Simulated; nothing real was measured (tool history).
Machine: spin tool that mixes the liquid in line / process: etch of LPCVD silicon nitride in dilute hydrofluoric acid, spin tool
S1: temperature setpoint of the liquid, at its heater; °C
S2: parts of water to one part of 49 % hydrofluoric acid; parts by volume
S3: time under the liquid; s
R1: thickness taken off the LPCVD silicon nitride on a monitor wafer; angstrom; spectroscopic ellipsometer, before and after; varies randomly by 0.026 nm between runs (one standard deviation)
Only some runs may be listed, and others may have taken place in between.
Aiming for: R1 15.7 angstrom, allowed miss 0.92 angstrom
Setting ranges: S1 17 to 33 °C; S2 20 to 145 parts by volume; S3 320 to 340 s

run 1 day=0 | S1=25 S2=80 S3=320 | R1=24.26
run 2 day=0.242 | S1=25 S2=90 S3=320 | R1=21.707
run 3 day=0.379 | S1=24 S2=90 S3=320 | R1=20.221
run 4 day=0.729 | S1=23 S2=90 S3=320 | R1=19.091
run 5 day=0.975 | S1=23 S2=90 S3=340 | R1=20.451
run 6 day=1.329 | S1=26 S2=90 S3=340 | R1=24.689
run 7 day=1.658 | S1=24.5 S2=90 S3=340 | R1=22.29
run 8 day=1.829 | S1=23.5 S2=90 S3=340 | R1=20.894
run 9 day=1.925 | S1=22.5 S2=90 S3=340 | R1=19.583

Consider the 4 candidate settings below. Which is the only one whose results all fall within their allowed miss of target?
run A day=2.021 | S1=22.5 S2=105 S3=320 | R1=?
run B day=2.021 | S1=21.5 S2=85 S3=320 | R1=?
run C day=2.021 | S1=25 S2=110 S3=320 | R1=?
run D day=2.021 | S1=21 S2=110 S3=320 | R1=?

move=A R1=15.295
move=B R1=17.597
move=C R1=17.222
move=D R1=13.217
A: every result lands within tolerance
B: closes in on the targets versus the last run, not all within tolerance yet
C: closes in on the targets versus the last run, not all within tolerance yet
D: moves the result that the last run missed by most past its target, out the other side
Move A is the one to make.

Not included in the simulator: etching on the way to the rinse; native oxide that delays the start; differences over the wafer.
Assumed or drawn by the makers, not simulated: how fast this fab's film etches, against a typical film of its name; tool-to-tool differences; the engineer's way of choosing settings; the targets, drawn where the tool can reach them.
